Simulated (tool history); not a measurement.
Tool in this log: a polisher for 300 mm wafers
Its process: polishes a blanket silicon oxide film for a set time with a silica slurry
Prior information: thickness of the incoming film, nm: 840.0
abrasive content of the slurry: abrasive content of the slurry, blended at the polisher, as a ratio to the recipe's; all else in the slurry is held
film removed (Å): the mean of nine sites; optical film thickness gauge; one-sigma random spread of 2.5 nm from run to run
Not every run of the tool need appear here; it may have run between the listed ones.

run,hour,flow of slurry (ml/min),pressure of the wafer on the pad (kPa),speed of the pad under the wafer (m/s),abrasive content of the slurry,polishing time (s),film removed (Å)
1,0,255,30.3,1.28,1,89,2925.1
2,2.9,255,28.3,1.28,1,89,2713.5
3,8.3,255,26.9,1.28,1,89,2536.5
4,15,255,26.2,1.28,1,89,2464.4
5,21,255,26.2,1.28,1,89,2526.3
6,26.9,255,25.5,1.28,1,89,2441.3
7,30.2,255,24.8,1.28,1,89,2346.2

What will run 8 give?
8,33.6,255,24.1,1.28,1,89,?

film removed (Å): 2382.7

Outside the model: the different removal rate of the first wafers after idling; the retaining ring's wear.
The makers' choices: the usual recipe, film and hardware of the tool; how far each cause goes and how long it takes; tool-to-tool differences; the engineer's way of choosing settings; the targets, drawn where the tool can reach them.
